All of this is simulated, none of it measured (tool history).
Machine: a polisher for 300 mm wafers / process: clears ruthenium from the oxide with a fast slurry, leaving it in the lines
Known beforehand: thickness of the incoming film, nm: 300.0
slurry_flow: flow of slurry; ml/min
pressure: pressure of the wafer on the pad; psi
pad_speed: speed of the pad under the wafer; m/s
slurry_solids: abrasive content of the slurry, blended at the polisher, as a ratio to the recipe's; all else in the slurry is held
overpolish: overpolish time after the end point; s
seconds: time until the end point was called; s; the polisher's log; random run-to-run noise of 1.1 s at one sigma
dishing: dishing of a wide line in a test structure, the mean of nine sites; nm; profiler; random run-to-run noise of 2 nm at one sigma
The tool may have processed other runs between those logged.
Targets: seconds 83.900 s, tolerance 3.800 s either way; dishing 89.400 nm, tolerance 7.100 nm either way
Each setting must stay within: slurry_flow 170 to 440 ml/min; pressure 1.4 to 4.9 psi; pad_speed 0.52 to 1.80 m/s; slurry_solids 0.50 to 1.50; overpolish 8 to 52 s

| run | hour | slurry_flow | pressure | pad_speed | slurry_solids | overpolish | seconds | dishing |
|---|---|---|---|---|---|---|---|---|
| 1 | 0.0 | 280 | 3.1 | 1.16 | 1.00 | 26 | 51.222 | 92.513 |
| 2 | 4.6 | 280 | 2.7 | 1.16 | 1.00 | 26 | 55.969 | 86.011 |
| 3 | 5.9 | 280 | 2.4 | 1.14 | 1.00 | 29 | 64.126 | 86.472 |
| 4 | 12.0 | 280 | 2.4 | 1.14 | 0.85 | 29 | 69.643 | 81.471 |
| 5 | 15.0 | 280 | 2.4 | 1.14 | 0.85 | 21 | 69.620 | 67.087 |
| 6 | 22.4 | 280 | 2.4 | 1.14 | 1.05 | 21 | 63.184 | 72.940 |
| 7 | 27.4 | 280 | 2.2 | 1.14 | 1.05 | 24 | 67.580 | 75.479 |
| 8 | 33.8 | 280 | 1.5 | 1.12 | 1.05 | 37 | 91.761 | 86.217 |

Consider the 5 candidate settings below. Which is the only one whose results all fall within their allowed miss of target?
| A | 40.2 | 345 | 2.0 | 1.02 | 0.95 | 29 | ? | ? |
| B | 40.2 | 235 | 2.3 | 1.04 | 0.95 | 27 | ? | ? |
| C | 40.2 | 215 | 1.9 | 0.98 | 1.20 | 28 | ? | ? |
| D | 40.2 | 300 | 1.5 | 1.22 | 1.05 | 39 | ? | ? |
| E | 40.2 | 300 | 1.7 | 1.16 | 1.25 | 35 | ? | ? |

| move | seconds | dishing |
|---|---|---|
| A | 82.452 | 72.641 |
| B | 75.646 | 73.392 |
| C | 83.991 | 69.936 |
| D | 82.442 | 88.329 |
| E | 73.119 | 88.970 |
A: brings the last run's worst result on target, with another outside its allowed miss
B: takes the result that was furthest off past its target
C: brings the last run's worst result on target, with another outside its allowed miss
D: in spec on every target
E: takes the result that was furthest off past its target
The move that meets every target is D.
